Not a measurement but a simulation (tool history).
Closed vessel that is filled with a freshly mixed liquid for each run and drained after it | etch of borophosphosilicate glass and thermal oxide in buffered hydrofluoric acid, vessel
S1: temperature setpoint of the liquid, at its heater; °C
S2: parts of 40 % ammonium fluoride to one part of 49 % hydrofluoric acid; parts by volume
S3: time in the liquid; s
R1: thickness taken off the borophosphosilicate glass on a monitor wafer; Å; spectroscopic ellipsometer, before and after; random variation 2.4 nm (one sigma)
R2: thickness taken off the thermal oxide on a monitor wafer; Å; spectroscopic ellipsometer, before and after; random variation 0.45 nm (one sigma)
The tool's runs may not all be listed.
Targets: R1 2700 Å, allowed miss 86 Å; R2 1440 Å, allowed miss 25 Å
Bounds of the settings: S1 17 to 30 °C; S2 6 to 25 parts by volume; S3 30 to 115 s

run,day,S1,S2,S3,R1,R2
1,0,22,15.5,60,767.88,414.37
2,0.258,22,12.5,60,949.31,509.82
3,0.642,23,11.5,60,1106.6,582.23
4,0.933,20.5,11.5,60,957.93,509.89
5,1.158,20.5,11.5,35,561.85,297.35
6,1.504,21.5,11,40,709.39,373.96
7,1.542,22.5,10.5,45,867.74,464.72
8,1.925,23.5,10,45,984.11,516.53
9,2.088,24.5,9.5,45,1053.2,563.17
10,2.329,25,9,45,1121.4,598.46
11,2.571,25,9,45,1114.3,594.27
12,2.946,25.5,8.5,45,1235.8,655.52
13,3.092,26,8,45,1360.2,717.52
14,3.133,26.5,8,45,1359.9,732.03
15,3.192,27,8,45,1425.5,756.81
16,3.458,27.5,8,45,1454.7,779.69
17,3.558,28,8,45,1485.9,797.34
18,3.733,29,7,55,2249.3,1189.2
19,4.096,29.5,6.5,55,2411.3,1306.6
20,4.267,30,6,60,2898.6,1562.5

Which of these 4 next moves meets every target?
A,4.438,30,7.5,65,?,?
B,4.438,17,6,110,?,?
C,4.438,29.5,6.5,70,?,?
D,4.438,30,6,55,?,?

move,R1,R2
A,2586,1366.6
B,2685.5,1399.6
C,3123,1646.8
D,2702,1423.3
A: takes the result that was furthest off past its target
B: takes the result that was furthest off past its target
C: further off than the last run
D: meets every target
Answer: D
